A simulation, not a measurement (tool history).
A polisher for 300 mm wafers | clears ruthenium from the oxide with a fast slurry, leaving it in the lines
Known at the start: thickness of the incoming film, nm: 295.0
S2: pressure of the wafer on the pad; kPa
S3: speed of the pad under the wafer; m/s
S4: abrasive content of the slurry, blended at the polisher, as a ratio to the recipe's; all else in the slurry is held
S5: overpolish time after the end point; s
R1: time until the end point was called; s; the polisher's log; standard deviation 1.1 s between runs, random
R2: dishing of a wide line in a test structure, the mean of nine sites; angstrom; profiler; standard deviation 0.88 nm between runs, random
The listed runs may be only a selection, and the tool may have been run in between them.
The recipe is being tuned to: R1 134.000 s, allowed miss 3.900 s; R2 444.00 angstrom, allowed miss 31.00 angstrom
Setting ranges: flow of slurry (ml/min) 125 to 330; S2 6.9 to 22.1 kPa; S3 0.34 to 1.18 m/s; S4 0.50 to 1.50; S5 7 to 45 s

run 1 hour=0.0 | flow_of_slurry_(ml/min)=210 S2=14.5 S3=0.76 S4=1.00 S5=23 | R1=102.090 R2=538.39
run 2 hour=8.9 | flow_of_slurry_(ml/min)=210 S2=14.5 S3=0.88 S4=1.00 S5=23 | R1=90.628 R2=563.38
run 3 hour=9.4 | flow_of_slurry_(ml/min)=210 S2=14.5 S3=0.88 S4=1.00 S5=20 | R1=89.281 R2=502.30
run 4 hour=10.7 | flow_of_slurry_(ml/min)=210 S2=11.7 S3=0.88 S4=1.00 S5=20 | R1=109.120 R2=439.82
run 5 hour=14.3 | flow_of_slurry_(ml/min)=210 S2=9.0 S3=0.88 S4=1.00 S5=20 | R1=139.920 R2=364.14
run 6 hour=18.8 | flow_of_slurry_(ml/min)=215 S2=9.0 S3=0.88 S4=1.00 S5=21 | R1=139.030 R2=361.95
run 7 hour=25.2 | flow_of_slurry_(ml/min)=215 S2=9.0 S3=0.88 S4=1.00 S5=22 | R1=138.030 R2=376.09
run 8 hour=28.8 | flow_of_slurry_(ml/min)=215 S2=9.0 S3=0.88 S4=1.00 S5=23 | R1=139.790 R2=410.29
run 9 hour=29.5 | flow_of_slurry_(ml/min)=220 S2=9.0 S3=0.88 S4=1.00 S5=24 | R1=138.960 R2=431.80

Below are 4 possible settings for the next run. Only one of them brings all results inside the allowed miss of their targets. Which is it?
run A hour=30.2 | flow_of_slurry_(ml/min)=170 S2=8.3 S3=1.04 S4=1.25 S5=23 | R1=? R2=?
run B hour=30.2 | flow_of_slurry_(ml/min)=220 S2=8.3 S3=0.84 S4=1.20 S5=27 | R1=? R2=?
run C hour=30.2 | flow_of_slurry_(ml/min)=240 S2=9.0 S3=0.82 S4=0.85 S5=23 | R1=? R2=?
run D hour=30.2 | flow_of_slurry_(ml/min)=175 S2=8.3 S3=1.08 S4=0.95 S5=25 | R1=? R2=?

move=A R1=127.060 R2=440.27
move=B R1=146.090 R2=448.50
move=C R1=152.240 R2=374.03
move=D R1=133.330 R2=454.30
A: carries the result that was furthest off beyond its target, to the other side
B: its largest miss is bigger than the last run's
C: its largest miss is bigger than the last run's
D: all results land within tolerance of their targets
Go with D: it meets all targets.

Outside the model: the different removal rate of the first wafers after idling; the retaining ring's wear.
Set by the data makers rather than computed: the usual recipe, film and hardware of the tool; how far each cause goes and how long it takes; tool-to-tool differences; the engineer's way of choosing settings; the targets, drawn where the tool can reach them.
